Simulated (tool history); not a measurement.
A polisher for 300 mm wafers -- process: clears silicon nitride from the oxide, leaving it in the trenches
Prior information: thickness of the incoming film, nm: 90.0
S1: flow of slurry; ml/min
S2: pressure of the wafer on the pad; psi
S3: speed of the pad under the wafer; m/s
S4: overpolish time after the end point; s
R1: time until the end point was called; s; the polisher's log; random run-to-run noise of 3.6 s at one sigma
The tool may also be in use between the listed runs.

{"run": 1, "hour": 0.0, "S1": 320, "S2": 3.2, "S3": 0.9, "S4": 13, "R1": 96.801}
{"run": 2, "hour": 7.2, "S1": 320, "S2": 3.2, "S3": 0.68, "S4": 13, "R1": 126.46}
{"run": 3, "hour": 15.3, "S1": 320, "S2": 3.0, "S3": 0.68, "S4": 13, "R1": 131.24}
{"run": 4, "hour": 17.3, "S1": 320, "S2": 2.8, "S3": 0.66, "S4": 13, "R1": 143.58}
{"run": 5, "hour": 18.1, "S1": 320, "S2": 2.3, "S3": 0.66, "S4": 13, "R1": 165.31}
{"run": 6, "hour": 25.2, "S1": 320, "S2": 2.3, "S3": 0.78, "S4": 13, "R1": 142.37}

What will run 7 give?
{"run": 7, "hour": 28.4, "S1": 320, "S2": 2.2, "S3": 0.78, "S4": 13, "R1": "?"}

For run 7 the tool returned R1 153.230 s.
